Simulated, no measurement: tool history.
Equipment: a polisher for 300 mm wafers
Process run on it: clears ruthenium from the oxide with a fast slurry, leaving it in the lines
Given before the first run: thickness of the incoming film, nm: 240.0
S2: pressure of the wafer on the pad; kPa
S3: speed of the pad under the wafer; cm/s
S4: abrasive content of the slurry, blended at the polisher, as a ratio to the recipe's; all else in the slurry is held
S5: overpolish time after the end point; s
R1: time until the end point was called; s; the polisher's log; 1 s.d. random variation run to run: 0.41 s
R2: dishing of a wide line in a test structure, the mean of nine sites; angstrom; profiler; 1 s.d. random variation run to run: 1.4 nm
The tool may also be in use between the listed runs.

run 1 hour=0.0 | flow_of_slurry_(ml/min)=160 S2=19.3 S3=90 S4=1.00 S5=26 | R1=55.013 R2=707.97
run 2 hour=8.1 | flow_of_slurry_(ml/min)=165 S2=20.7 S3=90 S4=1.00 S5=25 | R1=52.509 R2=741.51
run 3 hour=16.1 | flow_of_slurry_(ml/min)=165 S2=22.1 S3=90 S4=1.00 S5=23 | R1=49.074 R2=699.83
run 4 hour=16.9 | flow_of_slurry_(ml/min)=165 S2=22.1 S3=90 S4=0.85 S5=23 | R1=53.082 R2=677.55
run 5 hour=19.2 | flow_of_slurry_(ml/min)=165 S2=22.1 S3=90 S4=1.00 S5=23 | R1=49.891 R2=702.11
run 6 hour=26.3 | flow_of_slurry_(ml/min)=165 S2=23.4 S3=90 S4=1.00 S5=23 | R1=45.644 R2=752.83
run 7 hour=29.0 | flow_of_slurry_(ml/min)=165 S2=24.1 S3=90 S4=1.00 S5=22 | R1=45.655 R2=741.54
run 8 hour=31.6 | flow_of_slurry_(ml/min)=165 S2=24.8 S3=90 S4=1.00 S5=21 | R1=44.818 R2=714.83
run 9 hour=34.0 | flow_of_slurry_(ml/min)=170 S2=25.5 S3=90 S4=1.00 S5=21 | R1=42.667 R2=757.13
run 10 hour=42.2 | flow_of_slurry_(ml/min)=175 S2=26.2 S3=90 S4=1.00 S5=20 | R1=42.218 R2=726.80
run 11 hour=46.5 | flow_of_slurry_(ml/min)=175 S2=26.9 S3=90 S4=1.00 S5=20 | R1=40.823 R2=743.36
run 12 hour=54.1 | flow_of_slurry_(ml/min)=175 S2=27.6 S3=90 S4=1.00 S5=20 | R1=40.123 R2=771.77

Forecast run 13:
run 13 hour=60.4 | flow_of_slurry_(ml/min)=175 S2=28.3 S3=90 S4=1.00 S5=20 | R1=? R2=?

R1: 38.960 s
R2: 774.30 angstrom
